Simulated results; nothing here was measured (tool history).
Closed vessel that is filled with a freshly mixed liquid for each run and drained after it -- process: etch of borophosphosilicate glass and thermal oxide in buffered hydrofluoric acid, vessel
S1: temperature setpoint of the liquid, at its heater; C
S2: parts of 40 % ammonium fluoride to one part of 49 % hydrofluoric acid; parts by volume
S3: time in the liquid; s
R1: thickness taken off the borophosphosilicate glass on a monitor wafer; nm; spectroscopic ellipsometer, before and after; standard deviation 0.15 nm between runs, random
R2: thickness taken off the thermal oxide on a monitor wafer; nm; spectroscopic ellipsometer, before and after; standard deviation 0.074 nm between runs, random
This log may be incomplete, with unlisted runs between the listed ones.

| run | hour | S1 | S2 | S3 | R1 | R2 |
|---|---|---|---|---|---|---|
| 1 | 0.0 | 21.0 | 19.5 | 60 | 52.443 | 28.274 |
| 2 | 0.9 | 21.0 | 23.0 | 60 | 46.860 | 25.382 |
| 3 | 8.0 | 21.0 | 23.0 | 70 | 54.598 | 29.556 |
| 4 | 14.7 | 21.0 | 28.0 | 70 | 47.693 | 25.590 |
| 5 | 19.0 | 24.5 | 28.0 | 70 | 57.327 | 31.174 |
| 6 | 22.4 | 26.5 | 28.0 | 70 | 63.891 | 34.766 |
| 7 | 24.7 | 24.5 | 28.0 | 70 | 57.667 | 31.320 |
| 8 | 30.0 | 23.0 | 28.0 | 70 | 52.896 | 28.609 |
| 9 | 33.2 | 21.5 | 28.0 | 70 | 48.588 | 26.334 |
| 10 | 39.3 | 20.5 | 28.0 | 70 | 45.745 | 24.843 |
|  | 45.0 | hydrofluoric acid flow meter replaced |
| 11 | 45.0 | 20.5 | 28.0 | 70 | 48.762 | 26.720 |
| 12 | 49.4 | 20.5 | 28.0 | 70 | 48.949 | 26.531 |
| 13 | 51.0 | 20.0 | 28.5 | 70 | 46.888 | 25.379 |
| 14 | 52.0 | 17.0 | 30.0 | 70 | 38.361 | 20.693 |
| 15 | 57.8 | 17.0 | 29.5 | 70 | 39.065 | 21.054 |
| 16 | 66.6 | 17.0 | 30.0 | 70 | 38.001 | 20.766 |
| 17 | 73.4 | 17.0 | 30.0 | 70 | 38.452 | 20.754 |
| 18 | 75.8 | 17.0 | 29.5 | 70 | 38.741 | 21.053 |
| 19 | 79.7 | 17.0 | 30.0 | 70 | 38.599 | 20.786 |
| 20 | 82.6 | 17.0 | 29.5 | 70 | 39.025 | 21.041 |

For run 21, what comes out?
| 21 | 89.6 | 17.0 | 30.0 | 70 | ? | ? |

{"run 21": {"R1": 38.461, "R2": 20.753}}
